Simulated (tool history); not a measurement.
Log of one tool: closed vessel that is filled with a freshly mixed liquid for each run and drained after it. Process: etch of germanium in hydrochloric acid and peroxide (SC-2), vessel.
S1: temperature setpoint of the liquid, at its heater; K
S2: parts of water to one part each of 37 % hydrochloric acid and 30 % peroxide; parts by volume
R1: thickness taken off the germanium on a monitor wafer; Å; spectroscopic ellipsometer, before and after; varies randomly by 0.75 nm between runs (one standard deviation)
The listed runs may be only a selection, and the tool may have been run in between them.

{"run": 1, "hour": 0.0, "S1": 319.15, "S2": 9, "time in the liquid (s)": 90, "R1": 1883.5}
{"run": 2, "hour": 3.3, "S1": 317.15, "S2": 9, "time in the liquid (s)": 90, "R1": 1770.4}
{"run": 3, "hour": 5.6, "S1": 321.65, "S2": 9, "time in the liquid (s)": 90, "R1": 2033.9}
{"run": 4, "hour": 14.3, "S1": 321.65, "S2": 9, "time in the liquid (s)": 95, "R1": 2157.1}
{"run": 5, "hour": 16.8, "S1": 318.65, "S2": 9.5, "time in the liquid (s)": 95, "R1": 1953.7}
{"run": 6, "hour": 24.2, "S1": 323.65, "S2": 9.5, "time in the liquid (s)": 95, "R1": 2280.9}

Expected results for the next run?
{"run": 7, "hour": 30.5, "S1": 315.65, "S2": 10.5, "time in the liquid (s)": 95, "R1": "?"}

{"run 7": {"R1": 1767.9}}

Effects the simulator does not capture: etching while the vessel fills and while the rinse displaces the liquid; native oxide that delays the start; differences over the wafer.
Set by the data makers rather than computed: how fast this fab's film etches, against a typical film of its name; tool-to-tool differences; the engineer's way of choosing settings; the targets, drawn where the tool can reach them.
